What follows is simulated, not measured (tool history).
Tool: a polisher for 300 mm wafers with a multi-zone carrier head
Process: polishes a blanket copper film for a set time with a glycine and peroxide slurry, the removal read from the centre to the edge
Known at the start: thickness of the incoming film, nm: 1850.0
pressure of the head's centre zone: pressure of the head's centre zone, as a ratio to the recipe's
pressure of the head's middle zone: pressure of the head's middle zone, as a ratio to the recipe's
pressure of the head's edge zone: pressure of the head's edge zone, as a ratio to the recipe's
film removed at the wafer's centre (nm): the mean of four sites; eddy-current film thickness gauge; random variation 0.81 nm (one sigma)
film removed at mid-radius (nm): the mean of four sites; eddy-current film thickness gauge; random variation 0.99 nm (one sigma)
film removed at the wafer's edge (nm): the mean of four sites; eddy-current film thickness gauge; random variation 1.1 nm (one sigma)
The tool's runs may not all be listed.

run  hour  flow of slurry (ml/min)  pressure of the head's centre zone  pressure of the head's middle zone  pressure of the head's edge zone  polishing time (s)  film removed at the wafer's centre (nm)  film removed at mid-radius (nm)  film removed at the wafer's edge (nm)
  1   0.0                      295                                1.00                                1.00                              1.00                  37                                  139.150                          142.390                                135.560
  2   8.4                      245                                1.00                                1.00                              1.00                  37                                  138.220                          137.250                                132.980
  3  11.7                      245                                1.00                                0.94                              1.00                  37                                  138.240                          128.860                                131.460
  4  16.3                      245                                1.05                                0.94                              1.00                  37                                  142.530                          129.210                                132.660
  5  23.1                      245                                1.05                                0.94                              1.00                  40                                  152.850                          138.490                                146.450
  6  29.3                      245                                1.05                                0.94                              1.00                  46                                  181.610                          164.860                                168.880
  7  34.7                      240                                1.03                                0.93                              0.99                  43                                  163.350                          146.530                                154.670
  8  35.6                      240                                1.01                                0.93                              0.98                  41                                  152.950                          141.570                                146.060
  9  37.5                      235                                1.00                                0.92                              0.98                  39                                  143.320                          135.070                                139.840
 10  40.1                      235                                1.00                                0.91                              0.98                  37                                  138.080                          128.210                                130.220
 11  45.2                      190                                0.90                                0.81                              1.08                  27                                   85.922                           80.894                                 98.353
 12  53.9                      190                                0.90                                0.81                              1.06                  26                                   84.330                           78.428                                 93.932

The next listed run, before its measurement:
 13  59.0                      190                                0.90                                0.81                              1.05                  26                                        ?                                ?                                      ?

{"run 13": {"film removed at the wafer's centre (nm)": 84.551, "film removed at mid-radius (nm)": 78.275, "film removed at the wafer's edge (nm)": 92.58}}
